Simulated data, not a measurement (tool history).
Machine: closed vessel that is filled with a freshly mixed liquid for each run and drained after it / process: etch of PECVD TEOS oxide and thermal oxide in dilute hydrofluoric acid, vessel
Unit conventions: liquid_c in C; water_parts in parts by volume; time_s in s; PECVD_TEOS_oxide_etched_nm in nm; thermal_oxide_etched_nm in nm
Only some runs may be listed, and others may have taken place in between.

| run | hour | liquid_c | water_parts | time_s | PECVD_TEOS_oxide_etched_nm | thermal_oxide_etched_nm |
|---|---|---|---|---|---|---|
| 1 | 0 | 25 | 250 | 85 | 8.5254 | 1.5184 |
| 2 | 7.1 | 27 | 210 | 85 | 11.549 | 2.0753 |
| 3 | 15 | 28.5 | 185 | 85 | 14.498 | 2.4955 |
| 4 | 24 | 29 | 165 | 85 | 16.739 | 2.8736 |
| 5 | 25.3 | 30.5 | 165 | 85 | 17.589 | 3.0389 |
| 6 | 27.5 | 30.5 | 200 | 85 | 13.916 | 2.4414 |
| 7 | 30.7 | 31 | 180 | 85 | 16.115 | 2.7864 |
| 8 | 36.9 | 31.5 | 165 | 85 | 18.525 | 3.1836 |
| 9 | 41.8 | 32 | 155 | 85 | 20.227 | 3.5207 |
| 10 | 45.9 | 32 | 155 | 85 | 20.06 | 3.422 |
| 11 | 52.3 | 32 | 150 | 85 | 21.307 | 3.6944 |

Predict the results of run 12:
| 12 | 58 | 32.5 | 145 | 85 | ? | ? |

Run 12 produced PECVD_TEOS_oxide_etched_nm 22.145 nm, thermal_oxide_etched_nm 3.909 nm.

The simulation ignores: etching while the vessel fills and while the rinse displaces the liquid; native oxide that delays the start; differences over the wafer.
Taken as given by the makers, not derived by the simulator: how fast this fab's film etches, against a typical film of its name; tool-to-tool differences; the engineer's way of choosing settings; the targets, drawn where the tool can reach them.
